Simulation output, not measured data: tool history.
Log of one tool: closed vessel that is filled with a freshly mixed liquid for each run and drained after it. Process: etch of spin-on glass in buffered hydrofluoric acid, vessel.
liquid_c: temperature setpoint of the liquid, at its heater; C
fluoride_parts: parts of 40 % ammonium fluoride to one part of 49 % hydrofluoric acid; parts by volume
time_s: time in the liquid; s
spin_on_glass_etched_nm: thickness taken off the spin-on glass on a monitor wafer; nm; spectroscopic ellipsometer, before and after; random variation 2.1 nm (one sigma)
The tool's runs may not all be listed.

run 1 hour=0.0 | liquid_c=21.0 fluoride_parts=15.5 time_s=95 | spin_on_glass_etched_nm=158.41
run 2 hour=1.5 | liquid_c=21.0 fluoride_parts=13.0 time_s=95 | spin_on_glass_etched_nm=186.57
run 3 hour=6.5 | liquid_c=21.0 fluoride_parts=13.0 time_s=95 | spin_on_glass_etched_nm=187.58
run 4 hour=15.3 | liquid_c=21.0 fluoride_parts=16.0 time_s=95 | spin_on_glass_etched_nm=152.23
run 5 hour=23.1 | liquid_c=21.0 fluoride_parts=19.0 time_s=95 | spin_on_glass_etched_nm=129.08
run 6 hour=28.8 | liquid_c=21.0 fluoride_parts=22.5 time_s=95 | spin_on_glass_etched_nm=113.17
run 7 hour=35.2 | liquid_c=22.0 fluoride_parts=21.0 time_s=95 | spin_on_glass_etched_nm=124.47
run 8 hour=36.4 | liquid_c=22.5 fluoride_parts=19.5 time_s=95 | spin_on_glass_etched_nm=136.94
run 9 hour=38.8 | liquid_c=26.5 fluoride_parts=14.5 time_s=95 | spin_on_glass_etched_nm=225.29
run 10 hour=44.1 | liquid_c=27.0 fluoride_parts=14.0 time_s=95 | spin_on_glass_etched_nm=240.38

The next listed run, before its measurement:
run 11 hour=52.6 | liquid_c=27.0 fluoride_parts=13.5 time_s=95 | spin_on_glass_etched_nm=?

spin_on_glass_etched_nm: 251.78 nm

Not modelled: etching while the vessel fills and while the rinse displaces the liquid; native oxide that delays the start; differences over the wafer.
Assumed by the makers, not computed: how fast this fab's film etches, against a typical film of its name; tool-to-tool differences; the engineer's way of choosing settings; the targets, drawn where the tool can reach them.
